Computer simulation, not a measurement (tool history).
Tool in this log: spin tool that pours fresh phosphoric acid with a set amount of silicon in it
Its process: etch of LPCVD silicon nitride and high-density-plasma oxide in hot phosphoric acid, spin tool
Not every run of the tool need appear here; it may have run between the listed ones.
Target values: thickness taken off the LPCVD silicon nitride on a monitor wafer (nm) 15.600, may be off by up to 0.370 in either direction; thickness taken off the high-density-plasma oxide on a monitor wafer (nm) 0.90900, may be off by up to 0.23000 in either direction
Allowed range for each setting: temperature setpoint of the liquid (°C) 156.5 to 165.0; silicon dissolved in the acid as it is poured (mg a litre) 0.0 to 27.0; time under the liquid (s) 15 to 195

run,day,temperature setpoint of the liquid (°C),silicon dissolved in the acid as it is poured (mg a litre),time under the liquid (s),thickness taken off the LPCVD silicon nitride on a monitor wafer (nm),thickness taken off the high-density-plasma oxide on a monitor wafer (nm)
1,0.000,160.0,12.0,100,10.076,0.36403
2,0.221,160.0,12.0,130,13.041,0.51298
3,0.404,161.0,10.0,130,13.738,0.57691
4,0.550,161.5,8.0,130,13.867,0.60509
5,0.683,162.0,6.0,130,13.849,0.68594
6,0.958,162.0,6.0,160,17.290,0.87653
7,1.158,161.5,4.5,160,17.110,0.76096
8,1.192,162.0,3.5,155,16.530,0.84061
9,1.433,162.0,2.5,155,16.696,1.00070

Exactly one of the 4 candidate moves below puts every result within its allowed miss. Which one?
A,1.675,161.5,0.0,155,?,?
B,1.675,161.5,4.0,155,?,?
C,1.675,161.0,0.0,150,?,?
D,1.675,161.0,3.0,160,?,?

move,thickness taken off the LPCVD silicon nitride on a monitor wafer (nm),thickness taken off the high-density-plasma oxide on a monitor wafer (nm)
A,16.425,0.86950
B,16.425,0.80627
C,15.632,0.81102
D,16.674,0.81791
A: closes in on the targets versus the last run, not all within tolerance yet
B: closes in on the targets versus the last run, not all within tolerance yet
C: all results in spec
D: no better and no worse than the last run
Move C is the one to make.
